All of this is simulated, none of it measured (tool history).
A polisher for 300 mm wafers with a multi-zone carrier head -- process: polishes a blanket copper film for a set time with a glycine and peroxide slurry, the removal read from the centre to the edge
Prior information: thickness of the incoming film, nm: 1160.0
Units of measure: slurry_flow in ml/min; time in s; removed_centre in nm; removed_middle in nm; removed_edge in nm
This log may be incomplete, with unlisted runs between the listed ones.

run	hour	slurry_flow	centre_zone	middle_zone	edge_zone	time	removed_centre	removed_middle	removed_edge
1	0	185	1	1	1	77	364.46	359.53	354.93
2	8.6	185	1	1	1.03	77	362.6	347.06	361.57
3	10.2	200	1.01	1.05	1.02	83	397.08	408	389.86
4	11.1	215	1.04	1.09	1.04	86	421.98	412.65	407.77
5	15.6	215	1.04	1.09	1.04	74	365.68	363.39	354.64
6	19.1	215	1.04	1.09	1.1	74	365.1	369.92	360.21
7	27.9	215	1.04	1.12	1.04	83	413.19	417.49	391.43
8	36.4	215	1.03	1.14	1.03	88	430.37	452.46	419.03
9	42.1	215	1.03	1.16	1	92	452.32	479.35	426.28
10	46.5	215	1.03	1.16	1	92	453.26	485.04	430

Run 11 has not been measured yet. What should we expect?
11	51.7	220	1.03	1.17	0.99	95	?	?	?

{"run 11": {"removed_centre": 467.5, "removed_middle": 513.87, "removed_edge": 441.52}}
